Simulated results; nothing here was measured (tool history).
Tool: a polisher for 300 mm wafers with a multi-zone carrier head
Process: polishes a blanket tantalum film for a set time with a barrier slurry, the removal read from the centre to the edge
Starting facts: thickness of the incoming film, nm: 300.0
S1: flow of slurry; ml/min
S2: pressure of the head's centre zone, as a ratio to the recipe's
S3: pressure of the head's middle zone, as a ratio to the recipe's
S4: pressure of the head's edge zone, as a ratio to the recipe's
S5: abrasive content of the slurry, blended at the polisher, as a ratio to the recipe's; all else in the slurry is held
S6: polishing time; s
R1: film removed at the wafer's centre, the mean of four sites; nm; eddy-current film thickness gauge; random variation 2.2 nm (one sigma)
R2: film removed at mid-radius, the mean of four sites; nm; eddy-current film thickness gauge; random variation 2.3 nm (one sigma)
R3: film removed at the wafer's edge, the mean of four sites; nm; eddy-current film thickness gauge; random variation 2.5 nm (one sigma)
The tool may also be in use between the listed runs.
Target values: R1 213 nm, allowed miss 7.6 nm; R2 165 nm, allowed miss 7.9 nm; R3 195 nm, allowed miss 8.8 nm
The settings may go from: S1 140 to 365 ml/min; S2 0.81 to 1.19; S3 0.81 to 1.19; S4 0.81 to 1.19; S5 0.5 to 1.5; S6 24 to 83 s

run	hour	S1	S2	S3	S4	S5	S6	R1	R2	R3
1	0	235	1	1	1	1	53	117.08	117.82	115.29
2	2.2	235	1	1	1	1	40	89.14	88.254	88.953
3	5.8	235	1	1	0.94	1	40	90.011	88.097	85.442
4	13.6	235	1.07	1	0.94	1	40	94.249	88.41	84.28
5	18.7	235	1.07	1	1.02	1	40	94.116	87.005	88.113
6	26.9	195	1.07	1	1.02	1	40	91.798	88.065	87.462
7	35.4	210	1.09	0.98	1.05	1.1	46	113.79	103.08	103.9
8	40	215	1.08	0.95	1.08	1.15	50	122.43	108.31	117.52
9	43.9	220	1.09	0.94	1.1	1.2	53	133.38	116.74	127.43
10	44.9	225	1.1	0.93	1.12	1.25	56	141.31	126.11	134.58
11	49.4	220	1.11	0.91	1.13	1.3	59	156.81	130.18	146.85
12	55.8	220	1.11	0.9	1.14	1.35	61	157.68	135.93	151.91
13	61.9	220	1.11	0.9	1.14	1.35	61	161.37	131.16	150.24
14	69.3	220	1.11	0.9	1.15	1.35	63	164.72	138.23	160.49
15	70.3	265	1.19	0.89	1.17	1.5	70	206.41	156.49	183.68

Consider the 5 candidate settings below. Which is the only one whose results all fall within their allowed miss of target?
A	71.3	290	1.19	0.96	1.02	1.5	72	?	?	?
B	71.3	285	1.19	0.85	1.15	1.35	68	?	?	?
C	71.3	245	1.19	1.07	1.03	1.5	70	?	?	?
D	71.3	230	1.19	0.91	1.19	1.25	76	?	?	?
E	71.3	295	1.07	0.9	1.19	1.5	71	?	?	?

move	R1	R2	R3
A	216.05	171.19	176.47
B	198.97	142.61	173.09
C	206.64	179.62	170.14
D	213.73	162.35	190.4
E	192.68	160.25	188.51
A: further off than the last run
B: further off than the last run
C: further off than the last run
D: meets every target
E: the furthest-off result lands on target, but another misses its tolerance
The right move is D.
